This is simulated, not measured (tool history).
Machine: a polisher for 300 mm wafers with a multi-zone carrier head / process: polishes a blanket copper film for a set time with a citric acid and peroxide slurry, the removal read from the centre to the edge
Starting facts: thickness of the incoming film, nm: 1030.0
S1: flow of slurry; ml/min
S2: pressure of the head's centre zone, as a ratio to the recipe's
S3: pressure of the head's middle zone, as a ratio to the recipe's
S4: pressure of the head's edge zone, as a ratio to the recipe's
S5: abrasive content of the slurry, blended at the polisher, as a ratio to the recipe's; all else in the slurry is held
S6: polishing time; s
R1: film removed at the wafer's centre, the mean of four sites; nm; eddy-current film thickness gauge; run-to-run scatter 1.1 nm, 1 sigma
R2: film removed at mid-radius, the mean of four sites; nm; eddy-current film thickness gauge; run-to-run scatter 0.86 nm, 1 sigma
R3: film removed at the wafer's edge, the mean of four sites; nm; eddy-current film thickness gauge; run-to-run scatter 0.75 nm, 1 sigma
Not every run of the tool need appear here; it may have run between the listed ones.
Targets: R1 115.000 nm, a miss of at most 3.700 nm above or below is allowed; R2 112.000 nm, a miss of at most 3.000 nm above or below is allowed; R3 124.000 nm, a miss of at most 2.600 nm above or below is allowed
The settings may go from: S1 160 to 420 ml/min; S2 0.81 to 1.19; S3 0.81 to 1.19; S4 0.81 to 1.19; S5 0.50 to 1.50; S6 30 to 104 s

Run 1, hour 0.0: S1 270 ml/min, S2 1.00, S3 1.00, S4 1.00, S5 1.00, S6 67 s. Result: R1 109.470 nm, R2 107.870 nm, R3 109.140 nm.
Run 2, hour 3.1: S1 270 ml/min, S2 1.00, S3 1.03, S4 1.00, S5 1.00, S6 67 s. Result: R1 108.090 nm, R2 109.560 nm, R3 108.600 nm.
Run 3, hour 7.9: S1 270 ml/min, S2 1.00, S3 1.10, S4 1.00, S5 1.00, S6 67 s. Result: R1 109.580 nm, R2 114.840 nm, R3 108.460 nm.
Run 4, hour 13.9: S1 270 ml/min, S2 1.00, S3 1.10, S4 1.00, S5 1.00, S6 51 s. Result: R1 84.241 nm, R2 88.183 nm, R3 81.863 nm.
Run 5, hour 17.2: S1 270 ml/min, S2 1.00, S3 1.10, S4 1.00, S5 1.00, S6 39 s. Result: R1 63.337 nm, R2 66.572 nm, R3 62.597 nm.
Run 6, hour 22.5: S1 270 ml/min, S2 1.00, S3 1.09, S4 1.02, S5 1.05, S6 42 s. Result: R1 69.514 nm, R2 72.656 nm, R3 69.964 nm.
Run 7, hour 26.2: S1 275 ml/min, S2 1.01, S3 1.09, S4 1.04, S5 1.10, S6 44 s. Result: R1 73.823 nm, R2 77.565 nm, R3 74.179 nm.
Run 8, hour 29.9: S1 275 ml/min, S2 1.02, S3 1.08, S4 1.06, S5 1.15, S6 46 s. Result: R1 79.238 nm, R2 80.137 nm, R3 79.117 nm.
Run 9, hour 31.6: S1 300 ml/min, S2 0.99, S3 1.07, S4 1.16, S5 1.40, S6 64 s. Result: R1 113.740 nm, R2 116.980 nm, R3 121.570 nm.

Of the 4 settings listed for the next run, only one would bring every result within its allowed miss of target. Which one?
Run A, hour 33.3: S1 260 ml/min, S2 1.09, S3 1.09, S4 1.10, S5 1.10, S6 67 s. Result: R1 ?, R2 ?, R3 ?.
Run B, hour 33.3: S1 300 ml/min, S2 0.93, S3 1.01, S4 1.19, S5 1.40, S6 64 s. Result: R1 ?, R2 ?, R3 ?.
Run C, hour 33.3: S1 310 ml/min, S2 1.11, S3 1.02, S4 1.10, S5 1.35, S6 64 s. Result: R1 ?, R2 ?, R3 ?.
Run D, hour 33.3: S1 340 ml/min, S2 0.99, S3 0.99, S4 1.19, S5 1.50, S6 63 s. Result: R1 ?, R2 ?, R3 ?.

move       R1       R2       R3
   A  120.000  117.170  116.870
   B  105.040  112.750  124.520
   C  124.950  113.030  118.860
   D  113.390  112.210  125.750
A: its largest miss is bigger than the last run's
B: brings the result that was furthest off to its target, and leaves another outside
C: brings the result that was furthest off to its target, and leaves another outside
D: all results land within tolerance of their targets
Answer: D
